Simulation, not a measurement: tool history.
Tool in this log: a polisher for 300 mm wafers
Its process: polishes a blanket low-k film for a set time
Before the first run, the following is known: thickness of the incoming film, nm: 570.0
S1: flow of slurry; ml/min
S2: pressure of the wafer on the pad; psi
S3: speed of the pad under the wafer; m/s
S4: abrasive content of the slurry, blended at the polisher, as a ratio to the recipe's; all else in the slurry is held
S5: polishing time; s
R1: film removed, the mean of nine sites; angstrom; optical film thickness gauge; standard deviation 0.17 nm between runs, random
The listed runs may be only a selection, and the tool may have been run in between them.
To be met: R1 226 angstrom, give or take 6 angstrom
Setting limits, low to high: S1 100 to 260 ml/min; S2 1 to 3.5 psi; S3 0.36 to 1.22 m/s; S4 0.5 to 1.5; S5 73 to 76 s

run,day,S1,S2,S3,S4,S5,R1
1,0,165,2.2,0.78,1,73,259.94
2,0.204,165,2.2,0.78,1,73,258.15
3,0.546,160,2.1,0.78,1,73,249.68
4,0.875,160,1.5,0.78,1,73,187.12
5,0.975,120,1.5,0.78,1,73,178.1
6,1.171,120,1.8,0.78,1,73,205.94
7,1.196,130,1.8,0.78,1,73,210.51
8,1.329,135,1.8,0.78,1,73,209.69
9,1.379,160,2,0.78,1,73,239.05

4 candidate next runs follow, results not yet known. Just one meets every target within its allowed miss. Identify it.
A,1.429,170,1.8,0.78,1.1,75,?
B,1.429,145,2.2,0.84,0.8,73,?
C,1.429,140,2.1,0.8,0.95,73,?
D,1.429,135,2.3,0.6,1.05,74,?

move,R1
A,236.75
B,227.48
C,238.48
D,239.16
A: nearer the targets than the last run, but a result is still out of spec
B: meets every target
C: as far off as the last run
D: as far off as the last run
B is the move that brings every result within its allowed miss.

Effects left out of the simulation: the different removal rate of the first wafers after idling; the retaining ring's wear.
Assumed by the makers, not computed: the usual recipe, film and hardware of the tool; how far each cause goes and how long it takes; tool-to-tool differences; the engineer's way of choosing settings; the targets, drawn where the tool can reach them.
